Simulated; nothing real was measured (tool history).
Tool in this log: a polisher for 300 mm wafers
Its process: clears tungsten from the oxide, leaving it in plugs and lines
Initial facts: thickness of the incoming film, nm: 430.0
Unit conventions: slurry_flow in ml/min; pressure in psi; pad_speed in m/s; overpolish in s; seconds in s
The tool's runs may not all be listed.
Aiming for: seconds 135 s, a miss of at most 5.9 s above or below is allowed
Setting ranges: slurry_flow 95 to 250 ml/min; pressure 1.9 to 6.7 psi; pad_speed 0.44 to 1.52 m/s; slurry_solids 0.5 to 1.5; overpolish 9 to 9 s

run 1 hour=0 | slurry_flow=160 pressure=4.3 pad_speed=0.98 slurry_solids=1 overpolish=9 | seconds=87.676
run 2 hour=2.4 | slurry_flow=160 pressure=4.1 pad_speed=0.98 slurry_solids=1 overpolish=9 | seconds=88.003
run 3 hour=3.8 | slurry_flow=160 pressure=4.1 pad_speed=0.98 slurry_solids=1.2 overpolish=9 | seconds=86.101
run 4 hour=12.8 | slurry_flow=140 pressure=4.1 pad_speed=0.98 slurry_solids=1.2 overpolish=9 | seconds=87.098
run 5 hour=20.1 | slurry_flow=140 pressure=3.9 pad_speed=0.98 slurry_solids=1.2 overpolish=9 | seconds=93.051
run 6 hour=20.8 | slurry_flow=140 pressure=3 pad_speed=0.98 slurry_solids=1.2 overpolish=9 | seconds=105.69
run 7 hour=22.7 | slurry_flow=140 pressure=2.9 pad_speed=0.98 slurry_solids=1.2 overpolish=9 | seconds=105.57
run 8 hour=31.6 | slurry_flow=140 pressure=2.8 pad_speed=0.98 slurry_solids=1.2 overpolish=9 | seconds=110.16
run 9 hour=40.1 | slurry_flow=140 pressure=2.7 pad_speed=0.98 slurry_solids=1.2 overpolish=9 | seconds=110.46
run 10 hour=47.4 | slurry_flow=140 pressure=2.6 pad_speed=0.98 slurry_solids=1.2 overpolish=9 | seconds=112.3

Pick the move, out of 4, that brings all results within their allowed miss; only one does.
run A hour=54.7 | slurry_flow=145 pressure=2.8 pad_speed=0.94 slurry_solids=1.35 overpolish=9 | seconds=?
run B hour=54.7 | slurry_flow=135 pressure=2.5 pad_speed=1.28 slurry_solids=1.15 overpolish=9 | seconds=?
run C hour=54.7 | slurry_flow=130 pressure=2.2 pad_speed=0.84 slurry_solids=1.4 overpolish=9 | seconds=?
run D hour=54.7 | slurry_flow=145 pressure=3.1 pad_speed=1.18 slurry_solids=1.25 overpolish=9 | seconds=?

move=A seconds=108
move=B seconds=88.963
move=C seconds=136.25
move=D seconds=83.732
A: moves away from the targets compared with the last run
B: moves away from the targets compared with the last run
C: every result within its allowed miss
D: moves away from the targets compared with the last run
Correct choice: C, which meets every target

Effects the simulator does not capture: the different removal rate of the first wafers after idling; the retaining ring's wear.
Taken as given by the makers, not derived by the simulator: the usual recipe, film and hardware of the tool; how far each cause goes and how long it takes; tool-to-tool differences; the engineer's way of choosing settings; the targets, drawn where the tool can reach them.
